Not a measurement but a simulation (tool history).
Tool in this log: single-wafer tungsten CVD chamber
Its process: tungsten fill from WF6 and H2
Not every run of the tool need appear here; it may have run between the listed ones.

| run | hour | heater temperature setpoint (deg C) | chamber pressure (Pa) | deposition time (s) | mean film thickness on the monitor wafer (nm) |
|---|---|---|---|---|---|
| 1 | 0.0 | 395 | 5040 | 10.1 | 29.483 |
| 2 | 2.6 | 396 | 5040 | 10.1 | 29.755 |
| 3 | 6.5 | 396 | 4213 | 10.1 | 27.503 |
| 4 | 12.9 | 387 | 4213 | 10.1 | 23.421 |
| 5 | 18.5 | 390 | 4226 | 10.1 | 24.697 |
| 6 | 22.8 | 390 | 4226 | 9.6 | 23.438 |
| 7 | 23.4 | 393 | 4240 | 9.6 | 24.637 |
| 8 | 26.2 | 396 | 4253 | 9.6 | 26.495 |
| 9 | 33.9 | 398 | 4253 | 9.6 | 27.145 |
| 10 | 35.3 | 398 | 4253 | 9.6 | 27.040 |
| 11 | 40.6 | 400 | 4253 | 9.6 | 27.998 |
| 12 | 47.3 | 401 | 4253 | 9.6 | 28.789 |
| 13 | 52.4 | 402 | 4253 | 9.6 | 28.725 |

Run 14 comes next. What will it give?
| 14 | 58.6 | 409 | 4280 | 9.6 | ? |

mean film thickness on the monitor wafer (nm): 32.635

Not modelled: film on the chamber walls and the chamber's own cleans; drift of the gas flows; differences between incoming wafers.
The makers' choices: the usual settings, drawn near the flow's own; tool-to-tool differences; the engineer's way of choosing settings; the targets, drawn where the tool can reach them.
